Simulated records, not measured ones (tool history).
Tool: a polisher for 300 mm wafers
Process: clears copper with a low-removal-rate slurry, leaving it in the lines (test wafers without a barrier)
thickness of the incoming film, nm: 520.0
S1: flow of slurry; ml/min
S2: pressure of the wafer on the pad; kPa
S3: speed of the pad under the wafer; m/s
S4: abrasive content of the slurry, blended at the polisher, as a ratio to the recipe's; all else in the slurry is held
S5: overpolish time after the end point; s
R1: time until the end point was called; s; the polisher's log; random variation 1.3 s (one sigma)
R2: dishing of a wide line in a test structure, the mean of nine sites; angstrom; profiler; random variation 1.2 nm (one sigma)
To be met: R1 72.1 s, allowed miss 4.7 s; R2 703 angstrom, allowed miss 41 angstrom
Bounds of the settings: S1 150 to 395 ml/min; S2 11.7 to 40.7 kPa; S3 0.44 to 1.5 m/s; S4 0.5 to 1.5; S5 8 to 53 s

run	hour	S1	S2	S3	S4	S5	R1	R2
1	0	250	26.2	0.96	1	27	122.68	632.25
2	2.1	225	26.2	0.96	1	27	128.81	620
3	5.4	240	28.3	0.96	1	25	114.52	640.72
4	6.8	270	28.3	0.96	1	25	111.62	632.37
5	15.5	275	29.6	0.96	1	24	107.64	641.36
6	21	275	29.6	0.74	1	24	138.59	525.66
7	27	275	29.6	0.74	1	24	138.8	549.54
8	32.3	275	31.7	0.78	1	23	119.72	566.93
9	33	275	33.1	0.8	1	22	115.07	578.84
10	38.2	280	34.5	0.82	1	21	108.63	600.66
11	46.5	285	35.2	0.84	1	20	102.48	576.2
12	53.4	285	35.2	0.84	1	20	103.74	598.64
13	54.5	290	35.9	0.86	1	19	98.568	592.11
14	60.7	290	36.5	0.88	1	19	96.677	614.24
15	65.7	290	37.2	0.9	1	18	93.416	597
16	67.1	290	37.9	0.92	1	18	90.553	610.36
17	70.2	290	38.6	0.94	1	18	84.742	633.96
18	75.5	290	38.6	0.96	1	18	84.639	653.14
19	76.9	290	38.6	0.96	1	18	84.557	621.05
20	80.6	290	38.6	0.98	1	18	80.946	643.68

Which of these 4 next moves meets every target?
A	84.3	315	36.5	1	1	17	?	?
B	84.3	340	37.9	0.86	0.95	26	?	?
C	84.3	260	40	0.84	1.05	19	?	?
D	84.3	255	35.9	1.2	1.1	18	?	?

move	R1	R2
A	84.743	613.13
B	94.848	757.71
C	92.786	624.66
D	72.553	708.51
A: further off than the last run
B: further off than the last run
C: further off than the last run
D: meets every target
The right move is D.
